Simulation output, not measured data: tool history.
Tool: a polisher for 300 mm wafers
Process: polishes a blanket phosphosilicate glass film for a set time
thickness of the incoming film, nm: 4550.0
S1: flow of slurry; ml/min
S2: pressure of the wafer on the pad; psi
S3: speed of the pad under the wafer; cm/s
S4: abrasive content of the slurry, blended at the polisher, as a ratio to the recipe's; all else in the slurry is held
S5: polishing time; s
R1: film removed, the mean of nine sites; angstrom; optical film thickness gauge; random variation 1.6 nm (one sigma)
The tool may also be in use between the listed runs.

run,hour,S1,S2,S3,S4,S5,R1
1,0.0,310,3.6,76,1.0,27,1928.6
2,3.7,310,3.6,76,1.0,27,1895.3
3,6.4,310,3.6,92,1.0,27,2197.8
4,15.2,310,3.6,98,1.0,27,2353.3
5,20.8,310,3.1,98,1.0,27,2083.6
6,23.0,310,3.1,80,1.0,27,1741.4
7,32.0,310,2.9,80,1.0,27,1637.3

The next listed run, before its measurement:
8,34.5,310,2.8,80,1.0,27,?

{"run 8": {"R1": 1576.1}}
